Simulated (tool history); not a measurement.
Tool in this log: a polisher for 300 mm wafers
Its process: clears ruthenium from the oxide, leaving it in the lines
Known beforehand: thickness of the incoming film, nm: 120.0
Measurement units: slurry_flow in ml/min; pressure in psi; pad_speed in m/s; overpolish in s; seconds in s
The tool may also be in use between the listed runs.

Run 1, hour 0.0: slurry_flow 260 ml/min, pressure 1.6 psi, pad_speed 0.82 m/s, overpolish 14 s. Result: seconds 163.90 s.
Run 2, hour 1.2: slurry_flow 235 ml/min, pressure 1.6 psi, pad_speed 0.82 m/s, overpolish 14 s. Result: seconds 164.86 s.
Run 3, hour 1.8: slurry_flow 235 ml/min, pressure 1.5 psi, pad_speed 0.80 m/s, overpolish 14 s. Result: seconds 184.58 s.
Run 4, hour 5.7: slurry_flow 235 ml/min, pressure 1.3 psi, pad_speed 0.80 m/s, overpolish 14 s. Result: seconds 209.02 s.
Run 5, hour 9.0: slurry_flow 235 ml/min, pressure 1.5 psi, pad_speed 0.80 m/s, overpolish 14 s. Result: seconds 175.55 s.
Run 6, hour 11.7: slurry_flow 235 ml/min, pressure 1.4 psi, pad_speed 0.80 m/s, overpolish 14 s. Result: seconds 191.15 s.
Run 7, hour 15.8: slurry_flow 235 ml/min, pressure 1.3 psi, pad_speed 0.80 m/s, overpolish 14 s. Result: seconds 208.92 s.
Run 8, hour 23.7: slurry_flow 235 ml/min, pressure 1.0 psi, pad_speed 0.78 m/s, overpolish 14 s. Result: seconds 270.85 s.

Predict the results of run 9:
Run 9, hour 27.1: slurry_flow 235 ml/min, pressure 1.0 psi, pad_speed 0.78 m/s, overpolish 14 s. Result: seconds ?.

Logged for run 9: seconds 261.03 s.
